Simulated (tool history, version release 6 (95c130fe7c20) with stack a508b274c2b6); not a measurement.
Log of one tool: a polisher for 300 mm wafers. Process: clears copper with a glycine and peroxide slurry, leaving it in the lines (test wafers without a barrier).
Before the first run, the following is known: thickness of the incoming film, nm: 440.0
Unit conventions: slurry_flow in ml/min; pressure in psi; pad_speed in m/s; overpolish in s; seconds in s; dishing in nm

run    day  slurry_flow  pressure  pad_speed  overpolish  seconds  dishing
  1  0.000          130       1.7       1.28          27   93.202   54.754
  2  0.296          130       1.7       1.28          19   94.110   49.139
  3  0.317          120       1.7       1.28          19   93.608   45.986
  4  0.346          120       1.7       1.28          15   93.393   41.507
  5  0.512          115       1.6       1.26          15   99.932   41.378
  6  0.588           85       1.6       1.26          15  104.900   39.265
  7  0.962           85       1.1       1.22          15  141.820   33.427

Run 8 is up next; what results do you expect?
  8  1.079           95       1.2       1.20          20        ?        ?

{"run 8": {"seconds": 131.0, "dishing": 39.557}}
